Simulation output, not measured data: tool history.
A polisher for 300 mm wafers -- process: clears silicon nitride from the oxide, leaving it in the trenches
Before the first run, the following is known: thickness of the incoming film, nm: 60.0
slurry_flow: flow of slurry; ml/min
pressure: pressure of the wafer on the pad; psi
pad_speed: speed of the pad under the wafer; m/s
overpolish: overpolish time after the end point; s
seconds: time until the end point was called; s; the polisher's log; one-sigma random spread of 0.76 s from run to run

run	day	slurry_flow	pressure	pad_speed	overpolish	seconds
1	0.000	310	3.2	0.76	43	79.547
2	0.212	310	3.4	0.76	43	76.603
3	0.475	310	3.4	0.60	43	97.776
4	0.667	310	3.4	0.60	43	93.475
5	0.917	310	3.4	0.72	43	78.511
6	1.217	310	3.4	0.72	43	79.399
7	1.488	310	3.6	0.72	43	75.118
8	1.583	310	3.7	0.72	43	72.673

For run 9, what comes out?
9	1.621	310	3.8	0.72	43	?

Run 9 produced seconds 72.029 s.

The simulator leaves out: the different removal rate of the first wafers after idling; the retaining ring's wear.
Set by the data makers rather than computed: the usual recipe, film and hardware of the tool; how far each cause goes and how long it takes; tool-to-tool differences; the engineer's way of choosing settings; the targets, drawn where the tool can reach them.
